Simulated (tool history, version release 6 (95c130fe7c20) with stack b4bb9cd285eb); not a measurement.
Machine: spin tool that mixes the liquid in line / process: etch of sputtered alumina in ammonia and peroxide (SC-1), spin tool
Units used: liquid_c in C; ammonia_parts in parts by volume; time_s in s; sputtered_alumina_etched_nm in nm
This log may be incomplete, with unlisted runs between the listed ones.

run  hour  liquid_c  ammonia_parts  time_s  sputtered_alumina_etched_nm
  1   0.0      55.0           0.70     195                      14.7890
  2   7.3      50.0           0.70     195                      11.3780
  3  10.9      50.0           0.85     195                      11.5820
  4  11.6      46.5           0.85     195                       9.5057
  5  17.2      47.0           0.85     195                       9.8000
  6  20.4      47.0           1.10     195                       9.9871
  7  21.8      47.5           1.10     195                      10.3540

Forecast run 8:
  8  22.4      48.0           1.10     195                            ?

For run 8 the tool returned sputtered_alumina_etched_nm 10.6300 nm.
